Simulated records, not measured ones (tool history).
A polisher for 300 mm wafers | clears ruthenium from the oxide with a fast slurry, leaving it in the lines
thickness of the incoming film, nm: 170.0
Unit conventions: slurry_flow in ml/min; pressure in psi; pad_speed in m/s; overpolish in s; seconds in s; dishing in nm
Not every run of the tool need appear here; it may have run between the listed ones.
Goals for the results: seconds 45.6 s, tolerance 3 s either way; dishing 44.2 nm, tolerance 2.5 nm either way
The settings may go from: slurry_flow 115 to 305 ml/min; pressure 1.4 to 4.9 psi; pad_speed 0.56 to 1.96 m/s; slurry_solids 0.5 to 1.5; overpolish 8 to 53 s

run,hour,slurry_flow,pressure,pad_speed,slurry_solids,overpolish,seconds,dishing
1,0,195,3.1,1.26,1,27,28.909,68.23
2,3.8,195,2.8,1.24,1,24,33.348,58.601
3,9,195,2.6,1.24,1,23,34.555,54.534
4,15.4,195,2.4,1.24,1,23,37.586,52.058
5,22.2,195,2.4,1.56,1,23,31.626,58.23
6,22.9,195,2.1,1.54,1,23,36.888,53.842
7,29,195,2,1.54,1,22,36.41,51.873
8,30.2,195,1.8,1.52,1,22,41.324,47.199

Consider the 5 candidate settings below. Which is the only one whose results all fall within their allowed miss of target?
A,31.4,195,2.1,1.32,1.05,20,?,?
B,31.4,235,1.9,1.6,0.9,20,?,?
C,31.4,215,2.1,1.64,0.9,20,?,?
D,31.4,185,1.8,1.46,0.95,21,?,?
E,31.4,210,2,1.62,0.95,20,?,?

move,seconds,dishing
A,39.784,46.124
B,38.705,47.045
C,34.885,50.608
D,44.456,44.075
E,36.343,49.189
A: lands further from the targets than the last run did
B: lands further from the targets than the last run did
C: lands further from the targets than the last run did
D: each result inside its tolerance
E: lands further from the targets than the last run did
Correct choice: D, which meets every target

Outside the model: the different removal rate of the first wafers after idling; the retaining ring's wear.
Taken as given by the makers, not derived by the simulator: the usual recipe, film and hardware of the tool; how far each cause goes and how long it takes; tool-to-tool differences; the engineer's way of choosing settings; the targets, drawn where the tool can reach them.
